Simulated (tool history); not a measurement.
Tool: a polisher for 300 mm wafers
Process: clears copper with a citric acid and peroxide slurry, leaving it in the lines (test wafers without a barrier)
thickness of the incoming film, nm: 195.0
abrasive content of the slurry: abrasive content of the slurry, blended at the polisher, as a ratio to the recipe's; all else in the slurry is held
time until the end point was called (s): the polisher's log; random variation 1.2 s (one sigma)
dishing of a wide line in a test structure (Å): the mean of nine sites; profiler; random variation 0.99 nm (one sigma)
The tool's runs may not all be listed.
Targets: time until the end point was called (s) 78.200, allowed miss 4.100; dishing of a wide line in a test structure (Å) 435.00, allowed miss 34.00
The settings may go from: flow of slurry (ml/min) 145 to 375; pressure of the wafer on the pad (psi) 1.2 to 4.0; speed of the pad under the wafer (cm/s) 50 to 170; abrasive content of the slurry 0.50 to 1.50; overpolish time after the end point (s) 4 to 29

run,hour,flow of slurry (ml/min),pressure of the wafer on the pad (psi),speed of the pad under the wafer (cm/s),abrasive content of the slurry,overpolish time after the end point (s),time until the end point was called (s),dishing of a wide line in a test structure (Å)
1,0.0,240,2.6,110,1.00,15,93.803,234.43
2,2.1,240,2.6,110,0.90,15,97.032,228.04
3,8.0,240,2.8,110,0.90,17,92.742,270.71
4,16.2,240,3.0,110,0.90,18,88.424,299.42
5,21.0,300,3.0,110,0.90,18,84.081,310.55
6,22.2,300,3.0,110,0.90,12,84.472,213.94
7,24.4,300,3.1,110,0.90,15,81.175,266.91
8,32.3,300,3.1,110,0.90,17,80.889,291.16
9,38.3,295,3.1,110,0.90,19,83.084,329.92
10,39.8,295,3.2,110,0.90,20,78.560,358.14

Which of these 5 next moves meets every target?
A,41.3,295,3.2,110,0.80,15,?,?
B,41.3,300,3.2,108,0.80,22,?,?
C,41.3,290,3.1,126,0.75,15,?,?
D,41.3,350,3.0,118,0.95,17,?,?
E,41.3,285,2.8,128,0.85,25,?,?

move,time until the end point was called (s),dishing of a wide line in a test structure (Å)
A,81.472,257.75
B,82.808,357.46
C,74.511,279.16
D,76.435,304.95
E,78.205,416.47
A: further off than the last run
B: as far off as the last run
C: further off than the last run
D: further off than the last run
E: meets every target
Answer: E
